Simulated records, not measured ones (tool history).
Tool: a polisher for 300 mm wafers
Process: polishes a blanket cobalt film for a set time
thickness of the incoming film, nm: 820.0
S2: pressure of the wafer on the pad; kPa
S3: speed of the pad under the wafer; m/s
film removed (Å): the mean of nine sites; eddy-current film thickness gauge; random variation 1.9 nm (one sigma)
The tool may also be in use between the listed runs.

{"run": 1, "hour": 0.0, "flow of slurry (ml/min)": 250, "S2": 11.7, "S3": 1.28, "polishing time (s)": 31, "film removed (Å)": 1658.3}
{"run": 2, "hour": 0.7, "flow of slurry (ml/min)": 250, "S2": 9.0, "S3": 1.28, "polishing time (s)": 31, "film removed (Å)": 1365.4}
{"run": 3, "hour": 2.6, "flow of slurry (ml/min)": 250, "S2": 9.0, "S3": 1.28, "polishing time (s)": 28, "film removed (Å)": 1212.9}
{"run": 4, "hour": 10.0, "flow of slurry (ml/min)": 250, "S2": 10.3, "S3": 1.28, "polishing time (s)": 28, "film removed (Å)": 1358.4}
{"run": 5, "hour": 17.0, "flow of slurry (ml/min)": 250, "S2": 10.3, "S3": 1.28, "polishing time (s)": 28, "film removed (Å)": 1369.8}
{"run": 6, "hour": 21.0, "flow of slurry (ml/min)": 250, "S2": 10.3, "S3": 1.28, "polishing time (s)": 31, "film removed (Å)": 1503.1}
{"run": 7, "hour": 22.9, "flow of slurry (ml/min)": 250, "S2": 10.3, "S3": 1.28, "polishing time (s)": 31, "film removed (Å)": 1527.3}

The next listed run, before its measurement:
{"run": 8, "hour": 25.1, "flow of slurry (ml/min)": 250, "S2": 11.0, "S3": 1.28, "polishing time (s)": 31, "film removed (Å)": "?"}

film removed (Å): 1586.1

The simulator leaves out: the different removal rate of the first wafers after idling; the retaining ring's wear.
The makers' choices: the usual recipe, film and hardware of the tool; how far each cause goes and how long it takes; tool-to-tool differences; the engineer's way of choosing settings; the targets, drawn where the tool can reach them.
